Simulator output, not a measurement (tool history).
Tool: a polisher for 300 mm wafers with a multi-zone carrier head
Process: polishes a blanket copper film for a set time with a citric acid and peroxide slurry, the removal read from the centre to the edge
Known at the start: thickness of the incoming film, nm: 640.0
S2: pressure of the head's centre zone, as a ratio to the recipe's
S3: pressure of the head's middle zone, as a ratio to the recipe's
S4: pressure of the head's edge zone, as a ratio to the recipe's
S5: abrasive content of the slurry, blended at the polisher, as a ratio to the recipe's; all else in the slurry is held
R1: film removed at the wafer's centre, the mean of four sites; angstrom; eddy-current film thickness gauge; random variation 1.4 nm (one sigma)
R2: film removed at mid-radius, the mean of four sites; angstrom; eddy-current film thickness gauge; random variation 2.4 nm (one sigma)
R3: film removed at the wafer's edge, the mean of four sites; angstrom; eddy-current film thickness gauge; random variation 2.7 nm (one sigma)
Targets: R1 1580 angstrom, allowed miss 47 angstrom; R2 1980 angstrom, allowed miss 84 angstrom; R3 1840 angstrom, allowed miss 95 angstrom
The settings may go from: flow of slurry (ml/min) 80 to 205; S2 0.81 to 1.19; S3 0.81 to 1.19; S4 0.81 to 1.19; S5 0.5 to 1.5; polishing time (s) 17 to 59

{"run": 1, "hour": 0.0, "flow of slurry (ml/min)": 135, "S2": 1, "S3": 1, "S4": 1, "S5": 1, "polishing time (s)": 38, "R1": 1387.6, "R2": 1448.4, "R3": 1388.8}
{"run": 2, "hour": 6.9, "flow of slurry (ml/min)": 145, "S2": 0.98, "S3": 1.03, "S4": 1.05, "S5": 1.15, "polishing time (s)": 39, "R1": 1415.5, "R2": 1596.4, "R3": 1517.6}
{"run": 3, "hour": 11.3, "flow of slurry (ml/min)": 145, "S2": 0.98, "S3": 1.03, "S4": 1.05, "S5": 1.15, "polishing time (s)": 46, "R1": 1698.8, "R2": 1895.2, "R3": 1775.1}
{"run": 4, "hour": 11.8, "flow of slurry (ml/min)": 140, "S2": 0.96, "S3": 1.04, "S4": 1.06, "S5": 1.2, "polishing time (s)": 46, "R1": 1654.5, "R2": 1922.9, "R3": 1826.9}
{"run": 5, "hour": 18.6, "flow of slurry (ml/min)": 140, "S2": 0.95, "S3": 1.05, "S4": 1.06, "S5": 1.2, "polishing time (s)": 46, "R1": 1637.9, "R2": 1897.8, "R3": 1822.9}
{"run": 6, "hour": 26.2, "flow of slurry (ml/min)": 140, "S2": 0.95, "S3": 1.05, "S4": 1.06, "S5": 1.2, "polishing time (s)": 54, "R1": 1930.6, "R2": 2243.1, "R3": 2074}
{"run": 7, "hour": 33.9, "flow of slurry (ml/min)": 130, "S2": 0.92, "S3": 1.05, "S4": 1.04, "S5": 1.15, "polishing time (s)": 54, "R1": 1815.1, "R2": 2154.9, "R3": 2031.5}
{"run": 8, "hour": 42.4, "flow of slurry (ml/min)": 120, "S2": 0.91, "S3": 1.06, "S4": 1.02, "S5": 1.15, "polishing time (s)": 54, "R1": 1752.7, "R2": 2138.2, "R3": 2007.9}
{"run": 9, "hour": 46.8, "flow of slurry (ml/min)": 115, "S2": 0.9, "S3": 1.06, "S4": 1, "S5": 1.1, "polishing time (s)": 54, "R1": 1711.3, "R2": 2079.8, "R3": 1958.8}
{"run": 10, "hour": 50.1, "flow of slurry (ml/min)": 110, "S2": 0.89, "S3": 1.07, "S4": 0.98, "S5": 1.1, "polishing time (s)": 54, "R1": 1635.6, "R2": 2100.1, "R3": 1913.3}

Which of these 4 next moves meets every target?
{"run": "A", "hour": 53.4, "flow of slurry (ml/min)": 115, "S2": 0.89, "S3": 1.13, "S4": 0.96, "S5": 1.05, "polishing time (s)": 52, "R1": "?", "R2": "?", "R3": "?"}
{"run": "B", "hour": 53.4, "flow of slurry (ml/min)": 90, "S2": 0.93, "S3": 1.13, "S4": 1.15, "S5": 0.95, "polishing time (s)": 59, "R1": "?", "R2": "?", "R3": "?"}
{"run": "C", "hour": 53.4, "flow of slurry (ml/min)": 125, "S2": 0.88, "S3": 1.04, "S4": 0.97, "S5": 1.25, "polishing time (s)": 49, "R1": "?", "R2": "?", "R3": "?"}
{"run": "D", "hour": 53.4, "flow of slurry (ml/min)": 105, "S2": 0.99, "S3": 1.08, "S4": 1.03, "S5": 0.95, "polishing time (s)": 52, "R1": "?", "R2": "?", "R3": "?"}

move=A R1=1607.8 R2=2143 R3=1868.2
move=B R1=1708.5 R2=2205.1 R3=2158.2
move=C R1=1585.9 R2=1986.6 R3=1857.9
move=D R1=1704.2 R2=1970.1 R3=1865
A: further off than the last run
B: further off than the last run
C: meets every target
D: brings the result that was furthest off to its target, and leaves another outside
Answer: C
